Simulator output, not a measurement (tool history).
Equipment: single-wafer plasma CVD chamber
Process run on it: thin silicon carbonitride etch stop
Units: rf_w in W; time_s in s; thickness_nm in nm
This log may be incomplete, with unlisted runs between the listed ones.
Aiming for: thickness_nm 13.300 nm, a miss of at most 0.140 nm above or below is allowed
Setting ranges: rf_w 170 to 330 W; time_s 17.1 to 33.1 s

run 1 day=0.000 | rf_w=250 time_s=25.1 | thickness_nm=16.271
run 2 day=0.146 | rf_w=250 time_s=22.1 | thickness_nm=14.234
run 3 day=0.350 | rf_w=250 time_s=24.0 | thickness_nm=15.478
run 4 day=0.483 | rf_w=235 time_s=23.6 | thickness_nm=15.032
run 5 day=0.671 | rf_w=220 time_s=23.6 | thickness_nm=14.693
run 6 day=0.862 | rf_w=210 time_s=23.3 | thickness_nm=14.379
run 7 day=0.958 | rf_w=200 time_s=23.1 | thickness_nm=14.029
run 8 day=1.325 | rf_w=195 time_s=23.0 | thickness_nm=13.859

Consider the 4 candidate settings below. Which is the only one whose results all fall within their allowed miss of target?
run A day=1.692 | rf_w=200 time_s=22.4 | thickness_nm=?
run B day=1.692 | rf_w=195 time_s=24.1 | thickness_nm=?
run C day=1.692 | rf_w=230 time_s=21.1 | thickness_nm=?
run D day=1.692 | rf_w=200 time_s=22.6 | thickness_nm=?

move=A thickness_nm=13.625
move=B thickness_nm=14.563
move=C thickness_nm=13.312
move=D thickness_nm=13.746
A: moves toward the targets from the last run without getting all of them in spec
B: moves away from the targets compared with the last run
C: every result within its allowed miss
D: moves toward the targets from the last run without getting all of them in spec
Correct choice: C, which meets every target
